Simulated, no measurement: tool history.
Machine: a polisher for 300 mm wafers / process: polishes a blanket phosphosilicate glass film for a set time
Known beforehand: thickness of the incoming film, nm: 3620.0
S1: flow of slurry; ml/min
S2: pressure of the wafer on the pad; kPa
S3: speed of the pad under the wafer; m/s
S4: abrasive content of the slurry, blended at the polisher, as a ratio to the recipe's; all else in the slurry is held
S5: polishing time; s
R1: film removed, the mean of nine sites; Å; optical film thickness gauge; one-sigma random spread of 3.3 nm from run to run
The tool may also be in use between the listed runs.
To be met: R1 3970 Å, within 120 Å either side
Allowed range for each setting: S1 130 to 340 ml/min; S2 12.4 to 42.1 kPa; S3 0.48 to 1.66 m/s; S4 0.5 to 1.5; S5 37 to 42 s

{"run": 1, "hour": 0.0, "S1": 220, "S2": 26.9, "S3": 1.06, "S4": 1, "S5": 42, "R1": 5246}
{"run": 2, "hour": 2.0, "S1": 220, "S2": 26.9, "S3": 1.06, "S4": 1.1, "S5": 42, "R1": 5344.2}
{"run": 3, "hour": 3.2, "S1": 220, "S2": 25.5, "S3": 1.06, "S4": 1.1, "S5": 42, "R1": 5155.9}
{"run": 4, "hour": 7.7, "S1": 220, "S2": 24.1, "S3": 1.06, "S4": 1.1, "S5": 42, "R1": 4836.4}
{"run": 5, "hour": 13.3, "S1": 220, "S2": 24.1, "S3": 1.22, "S4": 1.1, "S5": 42, "R1": 5469.2}
{"run": 6, "hour": 18.7, "S1": 220, "S2": 27.6, "S3": 1.22, "S4": 1.1, "S5": 42, "R1": 6118}
{"run": 7, "hour": 21.6, "S1": 220, "S2": 25.5, "S3": 1.22, "S4": 1.1, "S5": 42, "R1": 5706.8}
{"run": 8, "hour": 24.7, "S1": 220, "S2": 24.1, "S3": 1.22, "S4": 1.1, "S5": 42, "R1": 5404.3}
{"run": 9, "hour": 32.3, "S1": 220, "S2": 22.8, "S3": 1.22, "S4": 1.1, "S5": 42, "R1": 5170.6}
{"run": 10, "hour": 40.5, "S1": 210, "S2": 15.2, "S3": 1.2, "S4": 1.1, "S5": 42, "R1": 3427.7}
{"run": 11, "hour": 48.7, "S1": 220, "S2": 15.2, "S3": 1.2, "S4": 1.1, "S5": 42, "R1": 3441.5}
{"run": 12, "hour": 55.5, "S1": 220, "S2": 15.2, "S3": 1.2, "S4": 1.1, "S5": 42, "R1": 3472.9}
{"run": 13, "hour": 61.8, "S1": 220, "S2": 15.2, "S3": 1.2, "S4": 1.1, "S5": 42, "R1": 3392.5}
{"run": 14, "hour": 64.7, "S1": 220, "S2": 15.9, "S3": 1.2, "S4": 1.1, "S5": 42, "R1": 3603.8}
{"run": 15, "hour": 67.1, "S1": 225, "S2": 15.9, "S3": 1.2, "S4": 1.1, "S5": 42, "R1": 3562.6}
{"run": 16, "hour": 76.0, "S1": 225, "S2": 19.3, "S3": 1.2, "S4": 1.1, "S5": 42, "R1": 4321.6}
{"run": 17, "hour": 80.9, "S1": 220, "S2": 19.3, "S3": 1.2, "S4": 1.1, "S5": 42, "R1": 4305.2}

5 candidate next runs follow, results not yet known. Just one meets every target within its allowed miss. Identify it.
{"run": "A", "hour": 85.8, "S1": 215, "S2": 24.8, "S3": 1.06, "S4": 1.1, "S5": 42, "R1": "?"}
{"run": "B", "hour": 85.8, "S1": 265, "S2": 16.5, "S3": 1.38, "S4": 1.4, "S5": 42, "R1": "?"}
{"run": "C", "hour": 85.8, "S1": 235, "S2": 19.3, "S3": 1.42, "S4": 1.1, "S5": 42, "R1": "?"}
{"run": "D", "hour": 85.8, "S1": 200, "S2": 20.7, "S3": 1.2, "S4": 1.05, "S5": 37, "R1": "?"}
{"run": "E", "hour": 85.8, "S1": 260, "S2": 20.7, "S3": 1.16, "S4": 1.3, "S5": 42, "R1": "?"}

move=A R1=4928.6
move=B R1=4596.9
move=C R1=4929
move=D R1=3920.5
move=E R1=4815.4
A: moves away from the targets compared with the last run
B: moves away from the targets compared with the last run
C: moves away from the targets compared with the last run
D: all results land within tolerance of their targets
E: moves away from the targets compared with the last run
D meets every target.
